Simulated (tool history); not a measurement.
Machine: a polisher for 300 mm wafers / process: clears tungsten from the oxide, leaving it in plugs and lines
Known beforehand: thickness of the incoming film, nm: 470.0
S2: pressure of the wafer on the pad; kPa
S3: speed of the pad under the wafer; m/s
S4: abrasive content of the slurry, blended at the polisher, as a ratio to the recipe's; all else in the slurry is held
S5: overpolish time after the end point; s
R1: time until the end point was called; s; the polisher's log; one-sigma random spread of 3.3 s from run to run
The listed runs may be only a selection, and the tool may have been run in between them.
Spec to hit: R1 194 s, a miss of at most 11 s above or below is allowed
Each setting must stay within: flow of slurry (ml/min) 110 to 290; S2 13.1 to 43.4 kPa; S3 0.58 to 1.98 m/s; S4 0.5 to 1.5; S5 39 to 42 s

run 1 hour=0 | flow_of_slurry_(ml/min)=185 S2=28.3 S3=1.28 S4=1 S5=39 | R1=89.652
run 2 hour=7.4 | flow_of_slurry_(ml/min)=185 S2=24.1 S3=1.2 S4=1 S5=39 | R1=110.71
run 3 hour=9.4 | flow_of_slurry_(ml/min)=185 S2=22.1 S3=1.2 S4=1 S5=39 | R1=118.73
run 4 hour=12.7 | flow_of_slurry_(ml/min)=185 S2=19.3 S3=1.14 S4=1 S5=39 | R1=148.28
run 5 hour=15.7 | flow_of_slurry_(ml/min)=185 S2=19.3 S3=1.14 S4=1 S5=42 | R1=144.02
run 6 hour=16.9 | flow_of_slurry_(ml/min)=185 S2=19.3 S3=1.14 S4=1 S5=39 | R1=147.93
run 7 hour=24.5 | flow_of_slurry_(ml/min)=185 S2=17.9 S3=1.14 S4=1 S5=39 | R1=150
run 8 hour=26.6 | flow_of_slurry_(ml/min)=185 S2=16.5 S3=1.12 S4=1 S5=39 | R1=170.45
run 9 hour=31.5 | flow_of_slurry_(ml/min)=185 S2=15.9 S3=1.12 S4=1 S5=39 | R1=176.49

5 candidate next runs follow, results not yet known. Just one meets every target within its allowed miss. Identify it.
run A hour=36.4 | flow_of_slurry_(ml/min)=205 S2=15.9 S3=1.18 S4=0.95 S5=39 | R1=?
run B hour=36.4 | flow_of_slurry_(ml/min)=190 S2=15.9 S3=1.22 S4=1.05 S5=39 | R1=?
run C hour=36.4 | flow_of_slurry_(ml/min)=210 S2=13.1 S3=1.2 S4=1 S5=39 | R1=?
run D hour=36.4 | flow_of_slurry_(ml/min)=150 S2=21.4 S3=0.94 S4=1 S5=40 | R1=?
run E hour=36.4 | flow_of_slurry_(ml/min)=175 S2=17.2 S3=1.22 S4=0.65 S5=40 | R1=?

move=A R1=170.78
move=B R1=163.72
move=C R1=198.4
move=D R1=166.64
move=E R1=168.72
A: the biggest miss grows against the last run
B: the biggest miss grows against the last run
C: meets every target
D: the biggest miss grows against the last run
E: the biggest miss grows against the last run
Answer: C

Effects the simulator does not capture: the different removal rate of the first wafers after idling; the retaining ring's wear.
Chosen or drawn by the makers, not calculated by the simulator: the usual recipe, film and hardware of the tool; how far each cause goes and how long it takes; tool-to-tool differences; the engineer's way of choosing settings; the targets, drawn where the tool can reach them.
